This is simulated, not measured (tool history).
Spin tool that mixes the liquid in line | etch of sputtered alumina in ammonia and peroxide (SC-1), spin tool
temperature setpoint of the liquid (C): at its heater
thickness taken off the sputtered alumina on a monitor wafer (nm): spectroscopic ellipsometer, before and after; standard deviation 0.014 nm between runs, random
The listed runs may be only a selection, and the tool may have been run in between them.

| run | hour | temperature setpoint of the liquid (C) | parts of 29 % ammonia solution to one part of 30 % peroxide (parts by volume) | time under the liquid (s) | thickness taken off the sputtered alumina on a monitor wafer (nm) |
|---|---|---|---|---|---|
| 1 | 0 | 59 | 0.45 | 30 | 2.0354 |
| 2 | 7.6 | 58.5 | 0.45 | 30 | 1.9506 |
| 3 | 11.9 | 58 | 0.45 | 30 | 1.9344 |
| 4 | 13 | 58 | 0.45 | 30 | 1.9067 |
| 5 | 21.7 | 58 | 0.45 | 30 | 1.9054 |
| 6 | 24.1 | 60.5 | 0.45 | 30 | 2.1795 |
| 7 | 24.7 | 59.5 | 0.45 | 30 | 2.0735 |

Expected results for the next run?
| 8 | 25.2 | 59 | 0.45 | 30 | ? |

thickness taken off the sputtered alumina on a monitor wafer (nm): 2.0253

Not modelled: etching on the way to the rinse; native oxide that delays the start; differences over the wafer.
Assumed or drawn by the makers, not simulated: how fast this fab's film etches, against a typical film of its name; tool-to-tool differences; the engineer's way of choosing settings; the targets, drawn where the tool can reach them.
